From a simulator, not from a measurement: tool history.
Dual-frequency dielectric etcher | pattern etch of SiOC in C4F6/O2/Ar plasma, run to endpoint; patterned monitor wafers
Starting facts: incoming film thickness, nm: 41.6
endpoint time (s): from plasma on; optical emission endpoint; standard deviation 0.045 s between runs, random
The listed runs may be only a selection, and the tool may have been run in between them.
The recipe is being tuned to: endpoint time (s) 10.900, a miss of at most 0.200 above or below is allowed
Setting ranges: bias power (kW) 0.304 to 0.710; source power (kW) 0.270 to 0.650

run,hour,bias power (kW),source power (kW),endpoint time (s)
1,0.0,0.507,0.460,12.916
2,4.8,0.507,0.510,12.142
3,11.2,0.537,0.510,11.865
4,13.2,0.537,0.450,12.771
5,16.4,0.573,0.460,12.079
6,20.0,0.573,0.380,13.666
7,23.5,0.604,0.400,12.906
8,24.2,0.628,0.420,12.310
9,28.0,0.646,0.430,12.020
10,30.0,0.660,0.440,11.821

5 candidate next runs follow, results not yet known. Just one meets every target within its allowed miss. Identify it.
A,32.0,0.609,0.460,?
B,32.0,0.600,0.540,?
C,32.0,0.690,0.530,?
D,32.0,0.529,0.480,?
E,32.0,0.710,0.510,?

move,endpoint time (s)
A,11.848
B,10.945
C,10.413
D,12.292
E,10.495
A: neither nearer nor further off than the last run
B: all results in spec
C: moves the result that the last run missed by most past its target, out the other side
D: moves away from the targets compared with the last run
E: moves the result that the last run missed by most past its target, out the other side
So the answer is move B, the one that meets all the targets.
